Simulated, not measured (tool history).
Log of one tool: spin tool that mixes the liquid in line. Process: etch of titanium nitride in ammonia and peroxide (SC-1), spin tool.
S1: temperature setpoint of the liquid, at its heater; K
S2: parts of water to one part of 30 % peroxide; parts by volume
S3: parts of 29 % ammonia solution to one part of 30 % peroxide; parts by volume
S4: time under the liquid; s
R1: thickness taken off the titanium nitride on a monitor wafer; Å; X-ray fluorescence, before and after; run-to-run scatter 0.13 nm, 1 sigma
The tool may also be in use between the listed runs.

| run | day | S1 | S2 | S3 | S4 | R1 |
|---|---|---|---|---|---|---|
| 1 | 0.000 | 322.15 | 26.5 | 0.45 | 310 | 134.10 |
| 2 | 0.308 | 322.15 | 26.5 | 0.55 | 310 | 135.31 |
| 3 | 0.496 | 323.65 | 26.5 | 0.55 | 310 | 152.85 |
| 4 | 0.588 | 323.65 | 26.5 | 0.45 | 310 | 145.66 |
| 5 | 0.742 | 323.65 | 26.5 | 0.45 | 310 | 146.37 |
| 6 | 0.788 | 323.65 | 26.5 | 0.40 | 310 | 143.37 |
| 7 | 1.112 | 323.65 | 26.5 | 0.40 | 310 | 144.16 |

Forecast run 8:
| 8 | 1.292 | 328.65 | 26.5 | 0.40 | 310 | ? |

{"run 8": {"R1": 202.01}}
